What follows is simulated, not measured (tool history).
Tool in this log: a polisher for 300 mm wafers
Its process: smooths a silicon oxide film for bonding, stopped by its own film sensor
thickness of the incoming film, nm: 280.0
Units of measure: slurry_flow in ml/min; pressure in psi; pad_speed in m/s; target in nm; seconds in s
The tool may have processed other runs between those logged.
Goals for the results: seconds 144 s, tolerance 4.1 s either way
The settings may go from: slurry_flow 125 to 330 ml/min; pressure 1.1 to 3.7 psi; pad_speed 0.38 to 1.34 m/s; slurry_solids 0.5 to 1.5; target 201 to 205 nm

Run 1, day 0: slurry_flow 210 ml/min, pressure 2.4 psi, pad_speed 0.86 m/s, slurry_solids 1, target 205 nm. Result: seconds 103.05 s.
Run 2, day 0.171: slurry_flow 210 ml/min, pressure 2.4 psi, pad_speed 0.86 m/s, slurry_solids 1, target 205 nm. Result: seconds 103.47 s.
Run 3, day 0.317: slurry_flow 205 ml/min, pressure 2.2 psi, pad_speed 0.86 m/s, slurry_solids 1, target 205 nm. Result: seconds 112.86 s.
Run 4, day 0.346: slurry_flow 205 ml/min, pressure 2.6 psi, pad_speed 0.86 m/s, slurry_solids 1, target 205 nm. Result: seconds 94.854 s.
Run 5, day 0.683: slurry_flow 170 ml/min, pressure 2.6 psi, pad_speed 0.86 m/s, slurry_solids 1, target 205 nm. Result: seconds 98.984 s.
Run 6, day 0.783: slurry_flow 170 ml/min, pressure 2.6 psi, pad_speed 1.06 m/s, slurry_solids 1, target 205 nm. Result: seconds 83.043 s.
Run 7, day 0.975: slurry_flow 160 ml/min, pressure 2 psi, pad_speed 1.04 m/s, slurry_solids 1, target 205 nm. Result: seconds 109.43 s.
Run 8, day 1.171: slurry_flow 155 ml/min, pressure 1.9 psi, pad_speed 1.04 m/s, slurry_solids 1, target 205 nm. Result: seconds 117.13 s.
Run 9, day 1.25: slurry_flow 150 ml/min, pressure 1.8 psi, pad_speed 1.04 m/s, slurry_solids 1, target 205 nm. Result: seconds 124.51 s.
Run 10, day 1.333: slurry_flow 145 ml/min, pressure 1.7 psi, pad_speed 1.04 m/s, slurry_solids 1, target 205 nm. Result: seconds 130.86 s.
Run 11, day 1.7: slurry_flow 145 ml/min, pressure 1.7 psi, pad_speed 1.04 m/s, slurry_solids 1, target 205 nm. Result: seconds 133.32 s.
Run 12, day 1.933: slurry_flow 140 ml/min, pressure 1.7 psi, pad_speed 1.04 m/s, slurry_solids 1, target 205 nm. Result: seconds 132.19 s.

Exactly one of the 5 candidate moves below puts every result within its allowed miss. Which one?
Run A, day 2.167: slurry_flow 175 ml/min, pressure 1.6 psi, pad_speed 1.06 m/s, slurry_solids 1.1, target 205 nm. Result: seconds ?.
Run B, day 2.167: slurry_flow 155 ml/min, pressure 1.7 psi, pad_speed 1.1 m/s, slurry_solids 0.95, target 205 nm. Result: seconds ?.
Run C, day 2.167: slurry_flow 195 ml/min, pressure 1.7 psi, pad_speed 0.94 m/s, slurry_solids 0.9, target 205 nm. Result: seconds ?.
Run D, day 2.167: slurry_flow 130 ml/min, pressure 2.2 psi, pad_speed 0.94 m/s, slurry_solids 0.95, target 205 nm. Result: seconds ?.
Run E, day 2.167: slurry_flow 140 ml/min, pressure 1.9 psi, pad_speed 1.1 m/s, slurry_solids 1, target 205 nm. Result: seconds ?.

move  seconds
   A   126.03
   B   127.86
   C   143.89
   D   117.58
   E   114.03
A: moves away from the targets compared with the last run
B: moves away from the targets compared with the last run
C: hits every target within its allowed miss
D: moves away from the targets compared with the last run
E: moves away from the targets compared with the last run
So the answer is move C, the one that meets all the targets.

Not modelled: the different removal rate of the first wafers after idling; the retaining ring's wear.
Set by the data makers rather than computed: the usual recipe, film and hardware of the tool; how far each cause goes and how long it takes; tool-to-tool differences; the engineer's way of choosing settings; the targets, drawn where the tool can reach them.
